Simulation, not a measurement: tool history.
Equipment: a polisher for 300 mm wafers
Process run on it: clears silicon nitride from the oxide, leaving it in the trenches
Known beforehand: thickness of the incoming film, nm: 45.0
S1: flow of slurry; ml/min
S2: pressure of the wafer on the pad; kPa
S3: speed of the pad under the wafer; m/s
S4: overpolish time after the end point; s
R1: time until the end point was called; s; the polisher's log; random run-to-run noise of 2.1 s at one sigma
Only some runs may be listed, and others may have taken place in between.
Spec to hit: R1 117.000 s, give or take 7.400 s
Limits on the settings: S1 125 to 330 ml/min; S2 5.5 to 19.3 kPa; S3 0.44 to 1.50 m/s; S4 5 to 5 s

run,hour,S1,S2,S3,S4,R1
1,0.0,210,12.4,0.96,5,75.675
2,0.7,210,12.4,0.96,5,75.405
3,8.0,210,14.5,0.96,5,63.233
4,10.4,210,14.5,0.76,5,81.154
5,16.7,185,14.5,0.76,5,79.345
6,22.8,185,13.8,0.76,5,86.097
7,26.6,185,13.1,0.76,5,91.541
8,30.5,185,11.7,0.74,5,106.030

Exercise: of the 4 proposed moves below, exactly one satisfies all targets within the stated allowed misses. Which move is it?
A,34.4,245,10.3,0.84,5,?
B,34.4,200,11.0,0.68,5,?
C,34.4,170,13.8,0.68,5,?
D,34.4,230,11.7,0.74,5,?

move,R1
A,96.800
B,113.580
C,92.985
D,97.467
A: misses by more than the last run did
B: each result inside its tolerance
C: misses by more than the last run did
D: misses by more than the last run did
The move that meets every target is B.

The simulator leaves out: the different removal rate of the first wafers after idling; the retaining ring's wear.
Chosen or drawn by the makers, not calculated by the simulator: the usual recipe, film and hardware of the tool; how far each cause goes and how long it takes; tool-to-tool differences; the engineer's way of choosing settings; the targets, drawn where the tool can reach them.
